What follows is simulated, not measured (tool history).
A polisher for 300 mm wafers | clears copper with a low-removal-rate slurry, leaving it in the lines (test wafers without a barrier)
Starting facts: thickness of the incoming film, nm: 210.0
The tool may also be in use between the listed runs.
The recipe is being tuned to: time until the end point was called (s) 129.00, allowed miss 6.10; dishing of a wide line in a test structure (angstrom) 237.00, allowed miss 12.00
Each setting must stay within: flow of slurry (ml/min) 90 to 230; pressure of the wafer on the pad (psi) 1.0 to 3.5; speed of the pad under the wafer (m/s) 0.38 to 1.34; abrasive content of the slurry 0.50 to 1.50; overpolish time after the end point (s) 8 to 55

run	hour	flow of slurry (ml/min)	pressure of the wafer on the pad (psi)	speed of the pad under the wafer (m/s)	abrasive content of the slurry	overpolish time after the end point (s)	time until the end point was called (s)	dishing of a wide line in a test structure (angstrom)
1	0.0	150	2.2	0.86	1.00	28	125.38	331.41
2	7.1	150	2.2	0.86	1.00	39	123.76	419.06
3	14.1	150	2.2	0.96	1.00	39	111.85	451.00
4	17.1	120	2.2	0.96	1.00	39	112.64	444.67
5	25.0	120	2.2	1.16	1.00	39	98.06	481.90
6	26.4	120	2.0	1.18	1.00	33	106.17	414.13
7	27.1	120	2.0	1.18	1.00	33	107.70	410.94
8	32.2	120	1.9	1.16	1.00	26	113.32	336.87
9	40.8	120	1.8	1.16	1.00	22	118.48	284.68
10	43.5	120	1.6	1.16	1.00	18	131.39	216.54

Below are 5 possible settings for the next run. Only one of them brings all results inside the allowed miss of their targets. Which is it?
A	46.2	125	1.5	1.10	1.05	20	?	?
B	46.2	120	1.6	1.08	0.95	20	?	?
C	46.2	90	1.5	1.30	1.10	23	?	?
D	46.2	90	1.5	1.22	1.05	23	?	?
E	46.2	120	1.5	1.30	1.00	19	?	?

move	time until the end point was called (s)	dishing of a wide line in a test structure (angstrom)
A	144.38	221.92
B	142.82	224.94
C	132.27	266.74
D	141.86	252.30
E	126.41	237.33
A: lands further from the targets than the last run did
B: lands further from the targets than the last run did
C: takes the biggest miss from the last run beyond its target
D: takes the biggest miss from the last run beyond its target
E: meets every target
E is the move that brings every result within its allowed miss.
